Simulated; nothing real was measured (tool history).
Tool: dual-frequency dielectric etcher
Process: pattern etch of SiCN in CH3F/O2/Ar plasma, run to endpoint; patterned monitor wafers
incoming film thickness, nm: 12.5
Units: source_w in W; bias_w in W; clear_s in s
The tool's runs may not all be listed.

{"run": 1, "hour": 0.0, "source_w": 350, "bias_w": 95, "clear_s": 33.815}
{"run": 2, "hour": 8.1, "source_w": 350, "bias_w": 86, "clear_s": 35.374}
{"run": 3, "hour": 10.8, "source_w": 380, "bias_w": 91, "clear_s": 33.709}
{"run": 4, "hour": 11.4, "source_w": 330, "bias_w": 91, "clear_s": 34.94}
{"run": 5, "hour": 16.0, "source_w": 360, "bias_w": 98, "clear_s": 33.447}
{"run": 6, "hour": 23.6, "source_w": 330, "bias_w": 98, "clear_s": 34.163}
{"run": 7, "hour": 24.7, "source_w": 360, "bias_w": 104, "clear_s": 32.454}

Run 8 comes next. What will it give?
{"run": 8, "hour": 30.2, "source_w": 390, "bias_w": 108, "clear_s": "?"}

{"run 8": {"clear_s": 31.094}}

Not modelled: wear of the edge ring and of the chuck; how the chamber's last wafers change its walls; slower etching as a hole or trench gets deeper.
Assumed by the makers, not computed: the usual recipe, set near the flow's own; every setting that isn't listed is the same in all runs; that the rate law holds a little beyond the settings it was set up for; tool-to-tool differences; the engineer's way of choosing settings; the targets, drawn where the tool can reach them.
